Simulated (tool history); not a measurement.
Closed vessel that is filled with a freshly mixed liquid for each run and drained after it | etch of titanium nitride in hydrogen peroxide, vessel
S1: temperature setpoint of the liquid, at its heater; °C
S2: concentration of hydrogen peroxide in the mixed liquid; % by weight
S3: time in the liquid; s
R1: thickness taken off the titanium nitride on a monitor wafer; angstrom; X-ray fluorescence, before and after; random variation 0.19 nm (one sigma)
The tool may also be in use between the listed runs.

run	hour	S1	S2	S3	R1
1	0.0	47.0	25.5	785	199.75
2	3.7	52.5	25.5	785	298.66
3	10.9	54.0	25.5	785	333.22
4	13.2	54.0	27.5	785	335.30
5	20.9	54.0	27.5	845	360.77
6	26.3	50.5	27.5	845	282.13
7	34.3	52.5	27.5	845	325.82
# hour 34.9: peroxide flow meter replaced
8	34.9	54.0	27.5	845	370.09
9	40.8	55.0	27.5	845	400.03
10	49.1	55.5	27.5	845	413.91
11	53.8	56.0	27.5	845	427.95

The next listed run, before its measurement:
12	60.9	56.0	27.5	845	?

{"run 12": {"R1": 427.97}}
